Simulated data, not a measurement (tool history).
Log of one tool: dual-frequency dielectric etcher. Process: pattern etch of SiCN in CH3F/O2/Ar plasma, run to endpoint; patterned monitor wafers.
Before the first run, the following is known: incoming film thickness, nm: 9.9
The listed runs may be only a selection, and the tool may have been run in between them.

run	day	source power (W)	bias power (W)	endpoint time (s)
1	0.000	280	97	25.631
2	0.342	280	81	27.009
3	0.429	320	81	26.166
4	0.458	290	79	26.919
5	0.800	290	87	26.280
6	0.950	260	85	27.187
# day 1.200: bias power generator calibrated
7	1.200	240	84	28.320
8	1.450	230	84	28.508
9	1.521	220	84	28.874
10	1.758	220	84	28.759

Run 11 is up next; what results do you expect?
11	1.846	220	84	?

endpoint time (s): 28.980
